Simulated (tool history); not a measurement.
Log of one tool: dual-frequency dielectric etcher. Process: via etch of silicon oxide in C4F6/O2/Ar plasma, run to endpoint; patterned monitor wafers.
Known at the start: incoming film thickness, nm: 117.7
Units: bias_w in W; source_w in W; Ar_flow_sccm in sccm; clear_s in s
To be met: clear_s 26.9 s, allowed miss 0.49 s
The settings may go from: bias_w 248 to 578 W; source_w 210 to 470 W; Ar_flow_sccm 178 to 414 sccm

| run | hour | bias_w | source_w | Ar_flow_sccm | clear_s |
|---|---|---|---|---|---|
| 1 | 0 | 413 | 340 | 296 | 29.791 |
| 2 | 5.2 | 380 | 340 | 296 | 30.813 |
| 3 | 13.2 | 380 | 280 | 296 | 32.104 |
| 4 | 16 | 324 | 280 | 296 | 34.035 |
|  | 19.2 | Ar flow controller replaced |
| 5 | 19.2 | 387 | 290 | 293 | 31.439 |
| 6 | 23.3 | 332 | 290 | 293 | 32.997 |
| 7 | 31.3 | 414 | 320 | 287 | 29.929 |
| 8 | 32.3 | 442 | 320 | 286 | 29.252 |

5 next moves are on the table. One of them brings every result within its allowed miss. Which?
| A | 33.3 | 410 | 240 | 334 | ? |
| B | 33.3 | 578 | 330 | 265 | ? |
| C | 33.3 | 364 | 270 | 311 | ? |
| D | 33.3 | 351 | 300 | 314 | ? |
| E | 33.3 | 536 | 360 | 325 | ? |

| move | clear_s |
|---|---|
| A | 32.372 |
| B | 25.896 |
| C | 32.696 |
| D | 32.442 |
| E | 26.87 |
A: further off than the last run
B: takes the result that was furthest off past its target
C: further off than the last run
D: further off than the last run
E: meets every target
The right move is E.
